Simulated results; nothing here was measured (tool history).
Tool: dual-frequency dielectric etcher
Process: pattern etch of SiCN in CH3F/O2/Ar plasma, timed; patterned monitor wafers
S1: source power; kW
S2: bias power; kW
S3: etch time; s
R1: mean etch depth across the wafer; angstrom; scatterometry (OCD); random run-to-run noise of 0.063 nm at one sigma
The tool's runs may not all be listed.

run	hour	S1	S2	S3	R1
1	0	0.43	0.077	26.5	104.34
2	6.1	0.43	0.077	26.5	103.55
3	11	0.46	0.079	26.5	107.69
4	11.7	0.46	0.079	24	97.292
5	16.6	0.41	0.079	24	92.726
6	21.5	0.36	0.079	24	88.332

Forecast run 7:
7	30.1	0.42	0.082	24	?

R1: 95.68 angstrom
